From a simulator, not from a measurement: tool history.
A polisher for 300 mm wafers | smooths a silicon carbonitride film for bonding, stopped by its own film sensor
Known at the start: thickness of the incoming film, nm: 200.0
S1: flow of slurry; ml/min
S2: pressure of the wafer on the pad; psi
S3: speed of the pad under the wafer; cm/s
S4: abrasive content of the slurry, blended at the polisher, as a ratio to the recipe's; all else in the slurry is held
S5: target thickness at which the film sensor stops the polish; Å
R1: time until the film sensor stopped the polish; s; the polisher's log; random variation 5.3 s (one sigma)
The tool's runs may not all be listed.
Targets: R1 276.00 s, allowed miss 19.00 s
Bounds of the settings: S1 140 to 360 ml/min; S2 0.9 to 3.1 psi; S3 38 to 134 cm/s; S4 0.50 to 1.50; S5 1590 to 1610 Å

{"run": 1, "hour": 0.0, "S1": 230, "S2": 2.0, "S3": 86, "S4": 1.0, "S5": 1610, "R1": 192.34}
{"run": 2, "hour": 6.5, "S1": 230, "S2": 2.0, "S3": 86, "S4": 1.0, "S5": 1610, "R1": 201.5}
{"run": 3, "hour": 12.2, "S1": 280, "S2": 2.0, "S3": 86, "S4": 1.0, "S5": 1610, "R1": 188.41}
{"run": 4, "hour": 19.6, "S1": 280, "S2": 2.0, "S3": 86, "S4": 1.0, "S5": 1590, "R1": 199.49}
{"run": 5, "hour": 26.3, "S1": 280, "S2": 1.9, "S3": 86, "S4": 1.0, "S5": 1590, "R1": 213.87}
{"run": 6, "hour": 27.4, "S1": 280, "S2": 1.9, "S3": 86, "S4": 1.15, "S5": 1590, "R1": 195.08}
{"run": 7, "hour": 32.4, "S1": 280, "S2": 1.8, "S3": 86, "S4": 1.15, "S5": 1590, "R1": 205.88}
{"run": 8, "hour": 33.6, "S1": 280, "S2": 1.7, "S3": 86, "S4": 1.15, "S5": 1590, "R1": 216.9}
{"run": 9, "hour": 40.2, "S1": 280, "S2": 1.6, "S3": 86, "S4": 1.15, "S5": 1590, "R1": 221.73}
{"run": 10, "hour": 48.2, "S1": 280, "S2": 1.5, "S3": 86, "S4": 1.15, "S5": 1590, "R1": 253.39}
{"hour": 53.2, "done": "slurry nozzle cleaned"}
{"run": 11, "hour": 53.2, "S1": 280, "S2": 1.5, "S3": 86, "S4": 1.15, "S5": 1590, "R1": 237.2}
{"run": 12, "hour": 60.8, "S1": 280, "S2": 1.4, "S3": 86, "S4": 1.15, "S5": 1590, "R1": 247.9}
{"run": 13, "hour": 63.1, "S1": 280, "S2": 1.2, "S3": 84, "S4": 1.15, "S5": 1590, "R1": 305.04}

5 next moves are on the table. One of them brings every result within its allowed miss. Which?
{"run": "A", "hour": 65.4, "S1": 275, "S2": 0.9, "S3": 88, "S4": 1.45, "S5": 1600, "R1": "?"}
{"run": "B", "hour": 65.4, "S1": 280, "S2": 1.3, "S3": 76, "S4": 1.0, "S5": 1600, "R1": "?"}
{"run": "C", "hour": 65.4, "S1": 325, "S2": 1.2, "S3": 94, "S4": 1.05, "S5": 1610, "R1": "?"}
{"run": "D", "hour": 65.4, "S1": 360, "S2": 1.1, "S3": 76, "S4": 1.05, "S5": 1600, "R1": "?"}
{"run": "E", "hour": 65.4, "S1": 285, "S2": 1.1, "S3": 84, "S4": 1.15, "S5": 1590, "R1": "?"}

move=A R1=324.40
move=B R1=314.32
move=C R1=267.70
move=D R1=349.89
move=E R1=319.43
A: further off than the last run
B: further off than the last run
C: meets every target
D: further off than the last run
E: further off than the last run
The right move is C.
